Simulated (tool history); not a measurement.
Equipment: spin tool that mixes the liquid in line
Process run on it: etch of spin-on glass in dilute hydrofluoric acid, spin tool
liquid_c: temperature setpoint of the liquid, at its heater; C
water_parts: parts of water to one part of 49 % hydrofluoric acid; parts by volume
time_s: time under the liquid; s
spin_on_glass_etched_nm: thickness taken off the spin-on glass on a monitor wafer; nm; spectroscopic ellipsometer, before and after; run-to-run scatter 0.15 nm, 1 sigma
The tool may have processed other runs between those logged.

run 1 hour=0.0 | liquid_c=25 water_parts=215 time_s=255 | spin_on_glass_etched_nm=22.988
run 2 hour=7.2 | liquid_c=25 water_parts=215 time_s=275 | spin_on_glass_etched_nm=24.967
run 3 hour=14.0 | liquid_c=25 water_parts=215 time_s=255 | spin_on_glass_etched_nm=23.121
run 4 hour=22.1 | liquid_c=25 water_parts=215 time_s=275 | spin_on_glass_etched_nm=25.204
run 5 hour=28.6 | liquid_c=25 water_parts=215 time_s=275 | spin_on_glass_etched_nm=24.934
run 6 hour=33.0 | liquid_c=25 water_parts=245 time_s=275 | spin_on_glass_etched_nm=21.232

Expected results for the next run?
run 7 hour=37.6 | liquid_c=24 water_parts=250 time_s=275 | spin_on_glass_etched_nm=?

{"run 7": {"spin_on_glass_etched_nm": 20.29}}
